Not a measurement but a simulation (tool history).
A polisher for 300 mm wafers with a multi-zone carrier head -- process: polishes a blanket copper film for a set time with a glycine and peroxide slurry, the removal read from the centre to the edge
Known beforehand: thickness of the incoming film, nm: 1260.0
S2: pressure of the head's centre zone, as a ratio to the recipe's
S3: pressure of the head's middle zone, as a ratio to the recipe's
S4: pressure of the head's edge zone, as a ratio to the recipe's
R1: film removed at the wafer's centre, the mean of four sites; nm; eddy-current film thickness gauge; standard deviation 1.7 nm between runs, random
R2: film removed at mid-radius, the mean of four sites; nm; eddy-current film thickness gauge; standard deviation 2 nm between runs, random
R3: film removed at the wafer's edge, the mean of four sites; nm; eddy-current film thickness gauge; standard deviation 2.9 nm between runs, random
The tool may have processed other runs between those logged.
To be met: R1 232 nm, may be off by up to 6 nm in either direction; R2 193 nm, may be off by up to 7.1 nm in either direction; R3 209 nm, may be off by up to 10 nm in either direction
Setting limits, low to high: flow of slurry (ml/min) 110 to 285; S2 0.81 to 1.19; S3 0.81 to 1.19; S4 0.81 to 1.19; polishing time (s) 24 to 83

{"run": 1, "hour": 0.0, "flow of slurry (ml/min)": 180, "S2": 1, "S3": 1, "S4": 1, "polishing time (s)": 53, "R1": 174.11, "R2": 169.4, "R3": 180.9}
{"run": 2, "hour": 7.1, "flow of slurry (ml/min)": 180, "S2": 1, "S3": 1, "S4": 1, "polishing time (s)": 64, "R1": 212.61, "R2": 211.32, "R3": 223.54}
{"run": 3, "hour": 7.8, "flow of slurry (ml/min)": 180, "S2": 0.96, "S3": 1, "S4": 1, "polishing time (s)": 64, "R1": 202.76, "R2": 202.82, "R3": 220.52}
{"run": 4, "hour": 10.9, "flow of slurry (ml/min)": 190, "S2": 0.98, "S3": 0.98, "S4": 0.97, "polishing time (s)": 64, "R1": 210.88, "R2": 203.67, "R3": 220.71}
{"run": 5, "hour": 16.2, "flow of slurry (ml/min)": 195, "S2": 0.99, "S3": 0.97, "S4": 0.95, "polishing time (s)": 64, "R1": 212.8, "R2": 201.5, "R3": 216.97}
{"run": 6, "hour": 22.2, "flow of slurry (ml/min)": 195, "S2": 0.99, "S3": 0.97, "S4": 0.9, "polishing time (s)": 64, "R1": 209.57, "R2": 206.25, "R3": 209.53}
{"run": 7, "hour": 25.0, "flow of slurry (ml/min)": 205, "S2": 1, "S3": 0.95, "S4": 0.89, "polishing time (s)": 64, "R1": 218.59, "R2": 203.03, "R3": 203.89}
{"run": 8, "hour": 32.4, "flow of slurry (ml/min)": 210, "S2": 1, "S3": 0.94, "S4": 0.9, "polishing time (s)": 64, "R1": 214.34, "R2": 199.09, "R3": 205.82}
{"run": 9, "hour": 33.4, "flow of slurry (ml/min)": 215, "S2": 1.01, "S3": 0.93, "S4": 0.91, "polishing time (s)": 64, "R1": 219.92, "R2": 203.4, "R3": 212.7}
{"run": 10, "hour": 34.8, "flow of slurry (ml/min)": 215, "S2": 1.02, "S3": 0.91, "S4": 0.9, "polishing time (s)": 64, "R1": 220.07, "R2": 197.04, "R3": 210.71}
{"run": 11, "hour": 43.3, "flow of slurry (ml/min)": 220, "S2": 1.03, "S3": 0.9, "S4": 0.89, "polishing time (s)": 64, "R1": 224.42, "R2": 194.33, "R3": 209.24}

Of the 5 settings listed for the next run, only one would bring every result within its allowed miss of target. Which one?
{"run": "A", "hour": 51.8, "flow of slurry (ml/min)": 240, "S2": 1.06, "S3": 0.87, "S4": 0.87, "polishing time (s)": 64, "R1": "?", "R2": "?", "R3": "?"}
{"run": "B", "hour": 51.8, "flow of slurry (ml/min)": 245, "S2": 1.18, "S3": 0.9, "S4": 0.81, "polishing time (s)": 62, "R1": "?", "R2": "?", "R3": "?"}
{"run": "C", "hour": 51.8, "flow of slurry (ml/min)": 220, "S2": 1.05, "S3": 0.92, "S4": 0.85, "polishing time (s)": 65, "R1": "?", "R2": "?", "R3": "?"}
{"run": "D", "hour": 51.8, "flow of slurry (ml/min)": 265, "S2": 1.1, "S3": 0.87, "S4": 0.84, "polishing time (s)": 58, "R1": "?", "R2": "?", "R3": "?"}
{"run": "E", "hour": 51.8, "flow of slurry (ml/min)": 205, "S2": 1, "S3": 0.89, "S4": 0.9, "polishing time (s)": 64, "R1": "?", "R2": "?", "R3": "?"}

move=A R1=232.09 R2=194.9 R3=202.42
move=B R1=249.14 R2=194.54 R3=190.24
move=C R1=231.04 R2=205.19 R3=201.72
move=D R1=220.36 R2=178.55 R3=182.09
move=E R1=215.24 R2=194.81 R3=202.53
A: hits every target within its allowed miss
B: moves the result that the last run missed by most past its target, out the other side
C: brings the last run's worst result on target, with another outside its allowed miss
D: lands further from the targets than the last run did
E: lands further from the targets than the last run did
A meets every target.
